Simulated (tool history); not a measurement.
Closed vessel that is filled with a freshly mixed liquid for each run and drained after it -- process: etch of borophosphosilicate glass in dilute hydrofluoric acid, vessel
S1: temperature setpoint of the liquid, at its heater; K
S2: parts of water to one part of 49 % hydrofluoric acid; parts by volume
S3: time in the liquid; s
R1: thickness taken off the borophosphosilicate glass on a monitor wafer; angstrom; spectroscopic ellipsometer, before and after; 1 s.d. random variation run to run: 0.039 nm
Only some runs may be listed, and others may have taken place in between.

Run 1, hour 0: S1 294.15 K, S2 205 parts by volume, S3 30 s. Result: R1 43.589 angstrom.
Run 2, hour 3.9: S1 296.15 K, S2 180 parts by volume, S3 30 s. Result: R1 55.591 angstrom.
Run 3, hour 9.8: S1 296.15 K, S2 180 parts by volume, S3 30 s. Result: R1 55.254 angstrom.
Run 4, hour 14.4: S1 296.15 K, S2 180 parts by volume, S3 30 s. Result: R1 55.27 angstrom.
Run 5, hour 18.4: S1 296.15 K, S2 180 parts by volume, S3 30 s. Result: R1 55.55 angstrom.
Run 6, hour 27.3: S1 296.15 K, S2 235 parts by volume, S3 30 s. Result: R1 40.129 angstrom.
Run 7, hour 33: S1 297.65 K, S2 205 parts by volume, S3 30 s. Result: R1 50.181 angstrom.
Run 8, hour 41.1: S1 298.65 K, S2 180 parts by volume, S3 30 s. Result: R1 60.439 angstrom.
Run 9, hour 49: S1 299.65 K, S2 160 parts by volume, S3 30 s. Result: R1 72.904 angstrom.
Run 10, hour 57.8: S1 300.15 K, S2 145 parts by volume, S3 30 s. Result: R1 82.976 angstrom.
Run 11, hour 59.3: S1 300.65 K, S2 135 parts by volume, S3 30 s. Result: R1 92.696 angstrom.

Predict the results of run 12:
Run 12, hour 68.3: S1 301.15 K, S2 130 parts by volume, S3 30 s. Result: R1 ?.

R1: 98.457 angstrom
